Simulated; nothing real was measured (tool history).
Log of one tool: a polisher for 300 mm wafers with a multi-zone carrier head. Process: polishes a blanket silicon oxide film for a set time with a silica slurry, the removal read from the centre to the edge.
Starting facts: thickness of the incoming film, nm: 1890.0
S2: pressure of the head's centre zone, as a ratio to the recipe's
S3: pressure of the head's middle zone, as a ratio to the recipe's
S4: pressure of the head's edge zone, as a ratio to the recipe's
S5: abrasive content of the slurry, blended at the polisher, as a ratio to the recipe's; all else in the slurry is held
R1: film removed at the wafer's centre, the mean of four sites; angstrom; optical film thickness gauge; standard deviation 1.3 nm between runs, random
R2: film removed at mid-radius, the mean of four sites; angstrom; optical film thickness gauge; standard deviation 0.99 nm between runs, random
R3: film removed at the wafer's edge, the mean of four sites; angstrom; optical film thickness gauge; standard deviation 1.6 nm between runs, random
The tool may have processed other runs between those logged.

{"run": 1, "hour": 0.0, "flow of slurry (ml/min)": 200, "S2": 1.0, "S3": 1.0, "S4": 1.0, "S5": 1.0, "polishing time (s)": 73, "R1": 2019.6, "R2": 2021.3, "R3": 1957.2}
{"run": 2, "hour": 2.1, "flow of slurry (ml/min)": 200, "S2": 1.07, "S3": 1.0, "S4": 1.0, "S5": 1.0, "polishing time (s)": 73, "R1": 2139.5, "R2": 2039.6, "R3": 1951.3}
{"run": 3, "hour": 9.7, "flow of slurry (ml/min)": 200, "S2": 1.07, "S3": 1.0, "S4": 1.07, "S5": 1.0, "polishing time (s)": 73, "R1": 2140.9, "R2": 2028.7, "R3": 1956.6}
{"run": 4, "hour": 15.3, "flow of slurry (ml/min)": 205, "S2": 1.07, "S3": 1.04, "S4": 1.05, "S5": 0.9, "polishing time (s)": 70, "R1": 1999.3, "R2": 1963.1, "R3": 1808.9}
{"run": 5, "hour": 18.7, "flow of slurry (ml/min)": 205, "S2": 1.07, "S3": 0.97, "S4": 1.05, "S5": 0.9, "polishing time (s)": 70, "R1": 1975.0, "R2": 1853.3, "R3": 1855.4}
{"run": 6, "hour": 25.2, "flow of slurry (ml/min)": 200, "S2": 1.06, "S3": 1.01, "S4": 1.04, "S5": 0.8, "polishing time (s)": 67, "R1": 1809.9, "R2": 1744.3, "R3": 1720.9}

Run 7 has not been measured yet. What should we expect?
{"run": 7, "hour": 31.3, "flow of slurry (ml/min)": 215, "S2": 1.05, "S3": 1.05, "S4": 1.0, "S5": 0.75, "polishing time (s)": 64, "R1": "?", "R2": "?", "R3": "?"}

{"run 7": {"R1": 1676.2, "R2": 1704.2, "R3": 1586.7}}

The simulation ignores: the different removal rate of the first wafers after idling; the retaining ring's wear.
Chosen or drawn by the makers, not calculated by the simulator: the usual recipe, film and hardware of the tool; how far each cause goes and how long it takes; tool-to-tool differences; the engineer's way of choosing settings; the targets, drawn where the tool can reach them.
